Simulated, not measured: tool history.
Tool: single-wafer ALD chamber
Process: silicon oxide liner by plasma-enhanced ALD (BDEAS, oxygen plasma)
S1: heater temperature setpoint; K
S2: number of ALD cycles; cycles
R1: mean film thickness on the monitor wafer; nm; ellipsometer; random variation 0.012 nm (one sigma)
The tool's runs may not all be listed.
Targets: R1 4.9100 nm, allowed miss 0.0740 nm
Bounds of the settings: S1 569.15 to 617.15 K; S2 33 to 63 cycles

{"run": 1, "hour": 0.0, "S1": 593.15, "S2": 48, "R1": 4.1257}
{"run": 2, "hour": 3.1, "S1": 592.15, "S2": 50, "R1": 4.2706}
{"run": 3, "hour": 8.1, "S1": 592.15, "S2": 47, "R1": 4.0379}
{"run": 4, "hour": 12.8, "S1": 591.15, "S2": 50, "R1": 4.3028}
{"run": 5, "hour": 20.2, "S1": 590.15, "S2": 52, "R1": 4.4733}
{"run": 6, "hour": 22.7, "S1": 590.15, "S2": 53, "R1": 4.5614}
{"run": 7, "hour": 23.3, "S1": 590.15, "S2": 53, "R1": 4.551}
{"run": 8, "hour": 27.3, "S1": 590.15, "S2": 54, "R1": 4.6615}

5 next moves are on the table. One of them brings every result within its allowed miss. Which?
{"run": "A", "hour": 31.3, "S1": 588.15, "S2": 57, "R1": "?"}
{"run": "B", "hour": 31.3, "S1": 590.15, "S2": 59, "R1": "?"}
{"run": "C", "hour": 31.3, "S1": 591.15, "S2": 59, "R1": "?"}
{"run": "D", "hour": 31.3, "S1": 588.15, "S2": 51, "R1": "?"}
{"run": "E", "hour": 31.3, "S1": 583.15, "S2": 59, "R1": "?"}

move=A R1=4.9171
move=B R1=5.0731
move=C R1=5.0648
move=D R1=4.3995
move=E R1=5.1310
A: meets every target
B: takes the result that was furthest off past its target
C: takes the result that was furthest off past its target
D: further off than the last run
E: takes the result that was furthest off past its target
Move A is the one to make.

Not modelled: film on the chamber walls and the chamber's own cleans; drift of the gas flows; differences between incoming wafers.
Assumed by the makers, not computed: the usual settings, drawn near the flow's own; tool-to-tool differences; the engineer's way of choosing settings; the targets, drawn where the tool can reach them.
